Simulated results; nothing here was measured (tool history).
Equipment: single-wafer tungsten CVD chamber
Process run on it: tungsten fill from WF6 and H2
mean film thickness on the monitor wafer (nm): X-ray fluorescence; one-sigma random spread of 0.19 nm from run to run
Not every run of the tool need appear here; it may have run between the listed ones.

run	hour	heater temperature setpoint (deg C)	chamber pressure (Pa)	deposition time (s)	mean film thickness on the monitor wafer (nm)
1	0	375	4346	20.5	38.594
2	5.3	375	4346	20.5	38.419
3	10.7	377	4360	20.5	39.635
4	15.4	379	4373	20.5	41.033
5	17.6	379	4373	21.2	42.58
6	20.2	379	4813	21.2	43.683

Predict the results of run 7:
7	24.5	380	4826	21.2	?

mean film thickness on the monitor wafer (nm): 44.887
